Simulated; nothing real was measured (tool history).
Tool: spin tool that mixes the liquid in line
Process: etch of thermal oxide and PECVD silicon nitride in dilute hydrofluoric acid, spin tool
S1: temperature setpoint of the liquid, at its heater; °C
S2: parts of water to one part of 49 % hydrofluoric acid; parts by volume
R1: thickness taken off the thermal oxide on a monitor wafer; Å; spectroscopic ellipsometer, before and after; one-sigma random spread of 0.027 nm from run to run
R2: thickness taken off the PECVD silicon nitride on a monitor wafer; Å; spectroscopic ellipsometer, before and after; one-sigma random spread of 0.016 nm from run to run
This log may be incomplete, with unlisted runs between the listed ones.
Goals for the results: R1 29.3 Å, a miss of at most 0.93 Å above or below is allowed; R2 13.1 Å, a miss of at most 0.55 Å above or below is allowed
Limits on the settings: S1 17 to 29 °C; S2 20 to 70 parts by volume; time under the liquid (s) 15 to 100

Run 1, hour 0: S1 21 °C, S2 40 parts by volume, time under the liquid (s) 50. Result: R1 62.156 Å, R2 27.213 Å.
Run 2, hour 4.6: S1 21 °C, S2 40 parts by volume, time under the liquid (s) 65. Result: R1 81.681 Å, R2 36.215 Å.
Run 3, hour 10.5: S1 21 °C, S2 45 parts by volume, time under the liquid (s) 65. Result: R1 71.607 Å, R2 31.257 Å.
Run 4, hour 14.5: S1 23.5 °C, S2 45 parts by volume, time under the liquid (s) 65. Result: R1 79.133 Å, R2 37.014 Å.
Run 5, hour 18.6: S1 21 °C, S2 45 parts by volume, time under the liquid (s) 65. Result: R1 71.618 Å, R2 31.255 Å.
Run 6, hour 26.3: S1 21 °C, S2 35 parts by volume, time under the liquid (s) 65. Result: R1 93.489 Å, R2 39.692 Å.
Run 7, hour 31.2: S1 19 °C, S2 50 parts by volume, time under the liquid (s) 55. Result: R1 50.102 Å, R2 21.016 Å.
Run 8, hour 36.1: S1 19.5 °C, S2 65 parts by volume, time under the liquid (s) 50. Result: R1 34.919 Å, R2 15.127 Å.

Next run, 5 choices. One meets every target within its allowed miss, the rest don't. Which?
Run A, hour 41: S1 23 °C, S2 65 parts by volume, time under the liquid (s) 45. Result: R1 ?, R2 ?.
Run B, hour 41: S1 20 °C, S2 70 parts by volume, time under the liquid (s) 40. Result: R1 ?, R2 ?.
Run C, hour 41: S1 28 °C, S2 70 parts by volume, time under the liquid (s) 35. Result: R1 ?, R2 ?.
Run D, hour 41: S1 20.5 °C, S2 60 parts by volume, time under the liquid (s) 40. Result: R1 ?, R2 ?.
Run E, hour 41: S1 20.5 °C, S2 65 parts by volume, time under the liquid (s) 40. Result: R1 ?, R2 ?.

move      R1      R2
   A  36.702  17.543
   B  26.589   11.82
   C  32.174  17.651
   D  32.056   14.22
   E  29.414  13.152
A: its largest miss is bigger than the last run's
B: pushes the last run's worst result past its target
C: its largest miss is bigger than the last run's
D: closer than the last run, but not yet in spec
E: all results in spec
E meets every target.

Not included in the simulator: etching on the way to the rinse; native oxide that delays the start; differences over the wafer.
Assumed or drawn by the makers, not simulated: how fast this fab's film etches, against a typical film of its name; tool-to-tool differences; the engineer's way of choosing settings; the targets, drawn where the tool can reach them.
